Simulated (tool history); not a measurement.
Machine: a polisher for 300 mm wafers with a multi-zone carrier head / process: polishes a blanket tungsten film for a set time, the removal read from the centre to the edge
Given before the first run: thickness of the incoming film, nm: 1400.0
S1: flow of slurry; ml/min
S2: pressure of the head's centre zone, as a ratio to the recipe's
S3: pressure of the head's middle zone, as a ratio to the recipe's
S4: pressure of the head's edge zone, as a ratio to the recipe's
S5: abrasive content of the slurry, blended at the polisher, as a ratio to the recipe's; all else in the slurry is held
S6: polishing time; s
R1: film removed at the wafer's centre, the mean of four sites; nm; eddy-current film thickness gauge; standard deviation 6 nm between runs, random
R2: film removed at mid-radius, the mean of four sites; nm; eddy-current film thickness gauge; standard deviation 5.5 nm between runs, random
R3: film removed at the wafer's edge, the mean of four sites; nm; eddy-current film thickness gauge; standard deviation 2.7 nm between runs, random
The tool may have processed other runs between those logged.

| run | hour | S1 | S2 | S3 | S4 | S5 | S6 | R1 | R2 | R3 |
|---|---|---|---|---|---|---|---|---|---|---|
| 1 | 0.0 | 265 | 1.00 | 1.00 | 1.00 | 1.00 | 80 | 331.07 | 336.38 | 334.42 |
| 2 | 7.3 | 270 | 1.01 | 0.99 | 1.04 | 1.10 | 81 | 354.03 | 342.49 | 350.86 |
| 3 | 9.4 | 270 | 1.01 | 0.99 | 1.04 | 1.10 | 99 | 439.03 | 415.29 | 425.20 |
| 4 | 18.0 | 270 | 1.01 | 0.99 | 1.04 | 1.10 | 88 | 377.48 | 376.57 | 378.26 |
| 5 | 22.7 | 275 | 1.01 | 0.97 | 1.07 | 1.15 | 88 | 379.02 | 372.69 | 391.99 |
| 6 | 25.8 | 275 | 1.01 | 0.97 | 1.12 | 1.15 | 88 | 391.74 | 363.23 | 401.42 |
| 7 | 28.6 | 285 | 1.01 | 0.97 | 1.13 | 1.15 | 88 | 391.06 | 368.52 | 400.95 |
| 8 | 35.2 | 285 | 1.01 | 0.97 | 1.14 | 1.20 | 88 | 387.79 | 375.95 | 410.73 |
| 9 | 43.1 | 285 | 1.01 | 0.97 | 1.15 | 1.20 | 88 | 386.41 | 369.88 | 411.61 |

Forecast run 10:
| 10 | 44.1 | 290 | 1.02 | 0.97 | 1.16 | 1.20 | 88 | ? | ? | ? |

{"run 10": {"R1": 383.58, "R2": 372.82, "R3": 405.74}}

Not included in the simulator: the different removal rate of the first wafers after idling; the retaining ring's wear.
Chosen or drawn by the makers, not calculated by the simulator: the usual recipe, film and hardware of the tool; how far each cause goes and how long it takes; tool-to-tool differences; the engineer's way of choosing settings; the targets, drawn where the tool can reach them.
